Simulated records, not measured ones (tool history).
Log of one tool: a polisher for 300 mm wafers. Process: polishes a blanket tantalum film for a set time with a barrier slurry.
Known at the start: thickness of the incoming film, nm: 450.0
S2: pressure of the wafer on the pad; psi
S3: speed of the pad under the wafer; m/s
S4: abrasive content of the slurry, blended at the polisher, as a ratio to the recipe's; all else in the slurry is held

run 1 day=0 | flow_of_slurry_(ml/min)=180 S2=1.4 S3=1.22 S4=1 polishing_time_(s)=50 | film_removed_(angstrom)=804.4
run 2 day=0.362 | flow_of_slurry_(ml/min)=205 S2=1.4 S3=1.22 S4=1 polishing_time_(s)=50 | film_removed_(angstrom)=799.47
run 3 day=0.479 | flow_of_slurry_(ml/min)=205 S2=1.5 S3=1.22 S4=1 polishing_time_(s)=50 | film_removed_(angstrom)=894.59
run 4 day=0.85 | flow_of_slurry_(ml/min)=205 S2=1.5 S3=1.22 S4=1.2 polishing_time_(s)=50 | film_removed_(angstrom)=916.18
run 5 day=1.192 | flow_of_slurry_(ml/min)=205 S2=1.5 S3=1.52 S4=1.2 polishing_time_(s)=50 | film_removed_(angstrom)=1077.9
run 6 day=1.379 | flow_of_slurry_(ml/min)=205 S2=1.5 S3=1.76 S4=1.2 polishing_time_(s)=50 | film_removed_(angstrom)=1249.2
run 7 day=1.579 | flow_of_slurry_(ml/min)=200 S2=1.1 S3=1.42 S4=1.15 polishing_time_(s)=49 | film_removed_(angstrom)=728.31
run 8 day=1.8 | flow_of_slurry_(ml/min)=200 S2=1 S3=1.42 S4=1.15 polishing_time_(s)=49 | film_removed_(angstrom)=679.61
run 9 day=2.142 | flow_of_slurry_(ml/min)=200 S2=0.9 S3=1.42 S4=1.15 polishing_time_(s)=49 | film_removed_(angstrom)=615.84

Run 10 has not been measured yet. What should we expect?
run 10 day=2.479 | flow_of_slurry_(ml/min)=200 S2=0.8 S3=1.42 S4=1.15 polishing_time_(s)=49 | film_removed_(angstrom)=?

{"run 10": {"film removed (angstrom)": 558.62}}
